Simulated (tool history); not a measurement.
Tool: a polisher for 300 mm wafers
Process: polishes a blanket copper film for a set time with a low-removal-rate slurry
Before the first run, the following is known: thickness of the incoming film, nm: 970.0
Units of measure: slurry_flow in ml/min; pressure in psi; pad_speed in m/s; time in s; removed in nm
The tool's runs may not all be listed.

run,hour,slurry_flow,pressure,pad_speed,slurry_solids,time,removed
1,0,205,3.2,1.38,1,85,359.37
2,4.2,205,3.2,1.38,1,85,363.18
3,10.2,205,3.6,1.38,1,85,393.24
4,16.3,205,2.8,1.38,1,85,325.97
5,25.1,210,3.3,1.38,1,85,365.13
6,26.8,210,3.7,1.4,1,85,413.88
7,28,210,4,1.4,1,85,439.22
8,30,210,4.2,1.4,1,85,449.58
9,38.4,210,4.4,1.42,1,85,470.17
10,43.5,215,4.6,1.44,1,85,502.8
11,47.5,215,4.7,1.44,1,85,514.24

Predict the results of run 12:
12,54.2,230,4.9,1.44,1,85,?

{"run 12": {"removed": 534.17}}
